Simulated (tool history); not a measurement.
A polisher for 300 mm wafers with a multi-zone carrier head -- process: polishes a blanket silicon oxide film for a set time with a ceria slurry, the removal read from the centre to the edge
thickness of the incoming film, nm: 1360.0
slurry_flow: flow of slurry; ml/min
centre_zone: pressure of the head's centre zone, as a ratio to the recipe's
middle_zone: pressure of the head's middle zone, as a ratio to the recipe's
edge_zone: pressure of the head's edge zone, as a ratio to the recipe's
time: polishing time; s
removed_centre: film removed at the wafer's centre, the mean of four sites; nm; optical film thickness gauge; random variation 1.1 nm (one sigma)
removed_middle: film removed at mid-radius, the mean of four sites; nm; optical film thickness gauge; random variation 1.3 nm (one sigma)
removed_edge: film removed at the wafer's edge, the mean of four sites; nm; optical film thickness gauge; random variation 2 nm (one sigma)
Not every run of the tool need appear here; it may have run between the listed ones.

Run 1, hour 0.0: slurry_flow 190 ml/min, centre_zone 1.00, middle_zone 1.00, edge_zone 1.00, time 45 s. Result: removed_centre 187.320 nm, removed_middle 193.980 nm, removed_edge 198.05 nm.
Run 2, hour 3.9: slurry_flow 155 ml/min, centre_zone 1.00, middle_zone 1.00, edge_zone 1.00, time 45 s. Result: removed_centre 174.400 nm, removed_middle 185.710 nm, removed_edge 201.80 nm.
Run 3, hour 8.5: slurry_flow 160 ml/min, centre_zone 1.01, middle_zone 0.98, edge_zone 1.00, time 43 s. Result: removed_centre 173.130 nm, removed_middle 175.550 nm, removed_edge 193.19 nm.
Run 4, hour 14.4: slurry_flow 160 ml/min, centre_zone 1.01, middle_zone 0.98, edge_zone 1.00, time 34 s. Result: removed_centre 136.810 nm, removed_middle 139.300 nm, removed_edge 146.19 nm.
Run 5, hour 15.6: slurry_flow 160 ml/min, centre_zone 1.01, middle_zone 0.98, edge_zone 1.00, time 23 s. Result: removed_centre 91.730 nm, removed_middle 94.064 nm, removed_edge 104.10 nm.
Run 6, hour 21.9: slurry_flow 160 ml/min, centre_zone 1.03, middle_zone 0.98, edge_zone 1.02, time 24 s. Result: removed_centre 96.331 nm, removed_middle 97.786 nm, removed_edge 109.99 nm.
Run 7, hour 26.2: slurry_flow 165 ml/min, centre_zone 1.05, middle_zone 0.98, edge_zone 1.03, time 25 s. Result: removed_centre 104.530 nm, removed_middle 104.750 nm, removed_edge 110.07 nm.
Run 8, hour 34.7: slurry_flow 165 ml/min, centre_zone 1.05, middle_zone 0.96, edge_zone 1.03, time 26 s. Result: removed_centre 109.850 nm, removed_middle 106.010 nm, removed_edge 116.90 nm.
Run 9, hour 40.2: slurry_flow 170 ml/min, centre_zone 1.05, middle_zone 0.95, edge_zone 1.04, time 26 s. Result: removed_centre 109.930 nm, removed_middle 105.110 nm, removed_edge 119.46 nm.

Estimate the outcome of run 10 from the log above:
Run 10, hour 41.0: slurry_flow 180 ml/min, centre_zone 1.06, middle_zone 0.94, edge_zone 1.05, time 26 s. Result: removed_centre ?, removed_middle ?, removed_edge ?.

Run 10 produced removed_centre 110.260 nm, removed_middle 104.870 nm, removed_edge 118.45 nm.
